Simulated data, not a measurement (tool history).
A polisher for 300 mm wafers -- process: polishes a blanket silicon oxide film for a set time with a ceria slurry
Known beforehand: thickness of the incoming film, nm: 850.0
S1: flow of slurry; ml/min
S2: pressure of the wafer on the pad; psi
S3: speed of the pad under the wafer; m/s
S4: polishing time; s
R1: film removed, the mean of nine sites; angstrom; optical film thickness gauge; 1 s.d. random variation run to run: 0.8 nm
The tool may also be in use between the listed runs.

run,hour,S1,S2,S3,S4,R1
1,0,255,3.2,0.9,22,894.7
2,2.4,285,3.2,0.9,22,908.88
3,2.9,285,2.5,0.9,22,763.09
4,9.4,295,2.9,0.9,22,853.22
5,12.3,295,2.9,1.08,22,1015.4
6,18.3,300,3,1.08,22,1043.4
7,21.6,305,3.1,1.08,22,1063.3
8,30.3,305,3.2,1.08,22,1093.5
9,32.7,305,3.3,1.08,22,1110.9
10,39.2,305,3.4,1.08,22,1147.4
11,46,305,3.4,1.08,22,1148.7

Estimate the outcome of run 12 from the log above:
12,46.7,305,3.5,1.08,22,?

R1: 1171.3 angstrom

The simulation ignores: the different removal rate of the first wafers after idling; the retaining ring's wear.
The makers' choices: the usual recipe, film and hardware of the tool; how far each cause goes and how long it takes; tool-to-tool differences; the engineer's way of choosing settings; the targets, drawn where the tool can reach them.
